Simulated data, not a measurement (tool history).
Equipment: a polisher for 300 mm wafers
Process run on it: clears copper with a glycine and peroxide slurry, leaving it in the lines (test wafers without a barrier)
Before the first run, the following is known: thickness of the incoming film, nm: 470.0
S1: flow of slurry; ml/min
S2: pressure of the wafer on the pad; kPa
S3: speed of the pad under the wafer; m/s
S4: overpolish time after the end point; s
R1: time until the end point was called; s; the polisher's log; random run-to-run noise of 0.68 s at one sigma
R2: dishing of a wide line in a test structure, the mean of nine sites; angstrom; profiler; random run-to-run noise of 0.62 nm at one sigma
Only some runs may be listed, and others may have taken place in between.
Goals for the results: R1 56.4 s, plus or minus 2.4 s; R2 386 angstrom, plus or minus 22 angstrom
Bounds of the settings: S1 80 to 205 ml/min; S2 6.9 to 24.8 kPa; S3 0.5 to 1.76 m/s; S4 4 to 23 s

{"run": 1, "hour": 0.0, "S1": 135, "S2": 15.9, "S3": 1.12, "S4": 12, "R1": 85.816, "R2": 290.27}
{"run": 2, "hour": 3.1, "S1": 115, "S2": 15.9, "S3": 1.12, "S4": 12, "R1": 87.774, "R2": 290.64}
{"run": 3, "hour": 6.7, "S1": 115, "S2": 15.9, "S3": 1.12, "S4": 17, "R1": 88.684, "R2": 344.82}
{"run": 4, "hour": 15.6, "S1": 115, "S2": 17.2, "S3": 1.12, "S4": 17, "R1": 82.42, "R2": 349.28}
{"run": 5, "hour": 22.7, "S1": 115, "S2": 15.9, "S3": 1.12, "S4": 17, "R1": 88.163, "R2": 345.77}
{"run": 6, "hour": 24.3, "S1": 115, "S2": 17.2, "S3": 1.12, "S4": 17, "R1": 84.031, "R2": 344.03}
{"run": 7, "hour": 29.0, "S1": 135, "S2": 21.4, "S3": 1.2, "S4": 17, "R1": 69.537, "R2": 374.52}
{"run": 8, "hour": 33.7, "S1": 135, "S2": 22.1, "S3": 1.22, "S4": 17, "R1": 67.96, "R2": 382.17}

Exactly one of the 5 candidate moves below puts every result within its allowed miss. Which one?
{"run": "A", "hour": 38.4, "S1": 135, "S2": 24.8, "S3": 1.56, "S4": 11, "R1": "?", "R2": "?"}
{"run": "B", "hour": 38.4, "S1": 125, "S2": 24.1, "S3": 1.42, "S4": 17, "R1": "?", "R2": "?"}
{"run": "C", "hour": 38.4, "S1": 145, "S2": 20.7, "S3": 1.36, "S4": 12, "R1": "?", "R2": "?"}
{"run": "D", "hour": 38.4, "S1": 145, "S2": 24.1, "S3": 1.6, "S4": 9, "R1": "?", "R2": "?"}
{"run": "E", "hour": 38.4, "S1": 130, "S2": 23.4, "S3": 1.06, "S4": 18, "R1": "?", "R2": "?"}

move=A R1=49.323 R2=355.53
move=B R1=55.192 R2=390.43
move=C R1=61.375 R2=343.73
move=D R1=48.558 R2=331.84
move=E R1=71.78 R2=381.69
A: takes the biggest miss from the last run beyond its target
B: each result inside its tolerance
C: an improvement on the last run, though not all results are within tolerance
D: takes the biggest miss from the last run beyond its target
E: moves away from the targets compared with the last run
Answer: B
